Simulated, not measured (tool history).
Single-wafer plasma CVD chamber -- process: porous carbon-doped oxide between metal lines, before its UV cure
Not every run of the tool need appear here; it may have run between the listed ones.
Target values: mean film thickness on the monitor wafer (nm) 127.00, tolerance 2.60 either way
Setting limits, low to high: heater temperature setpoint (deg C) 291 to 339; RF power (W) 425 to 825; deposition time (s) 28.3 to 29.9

run,day,heater temperature setpoint (deg C),RF power (W),deposition time (s),mean film thickness on the monitor wafer (nm)
1,0.000,315,625,29.9,177.14
2,0.183,315,625,29.9,177.54
3,0.504,318,590,29.7,163.97
4,0.671,321,575,29.6,158.32
5,0.717,321,575,29.9,159.57
6,0.792,323,560,29.8,154.01
7,0.946,325,545,29.7,147.67
8,1.100,337,475,29.4,117.25
9,1.275,336,475,29.4,117.11
10,1.350,335,475,29.4,117.68
11,1.392,334,475,29.4,118.60
12,1.762,333,475,29.4,118.89
13,1.883,332,475,29.4,118.25

Next run, 5 choices. One meets every target within its allowed miss, the rest don't. Which?
A,2.004,339,520,29.7,?
B,2.004,330,510,29.9,?
C,2.004,322,505,29.2,?
D,2.004,330,500,29.1,?
E,2.004,337,475,28.3,?

move,mean film thickness on the monitor wafer (nm)
A,131.06
B,133.90
C,133.80
D,127.09
E,112.20
A: carries the result that was furthest off beyond its target, to the other side
B: carries the result that was furthest off beyond its target, to the other side
C: carries the result that was furthest off beyond its target, to the other side
D: every result lands within tolerance
E: moves away from the targets compared with the last run
The right move is D.
